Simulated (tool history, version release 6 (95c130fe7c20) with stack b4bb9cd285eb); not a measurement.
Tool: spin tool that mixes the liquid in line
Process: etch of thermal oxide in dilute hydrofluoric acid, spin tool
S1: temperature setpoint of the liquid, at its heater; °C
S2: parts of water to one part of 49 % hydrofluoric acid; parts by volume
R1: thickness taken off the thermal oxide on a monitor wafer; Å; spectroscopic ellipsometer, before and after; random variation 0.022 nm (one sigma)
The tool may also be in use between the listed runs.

Run 1, hour 0.0: S1 25.0 °C, S2 100 parts by volume, time under the liquid (s) 100. Result: R1 48.111 Å.
Run 2, hour 5.9: S1 25.0 °C, S2 85 parts by volume, time under the liquid (s) 100. Result: R1 57.247 Å.
Run 3, hour 7.6: S1 22.5 °C, S2 90 parts by volume, time under the liquid (s) 100. Result: R1 49.275 Å.
Run 4, hour 10.1: S1 20.5 °C, S2 90 parts by volume, time under the liquid (s) 100. Result: R1 44.945 Å.
Run 5, hour 12.1: S1 20.5 °C, S2 75 parts by volume, time under the liquid (s) 100. Result: R1 54.812 Å.
Run 6, hour 18.7: S1 19.5 °C, S2 80 parts by volume, time under the liquid (s) 100. Result: R1 48.907 Å.

Forecast run 7:
Run 7, hour 27.6: S1 18.5 °C, S2 85 parts by volume, time under the liquid (s) 100. Result: R1 ?.

Run 7 gave R1 44.446 Å.
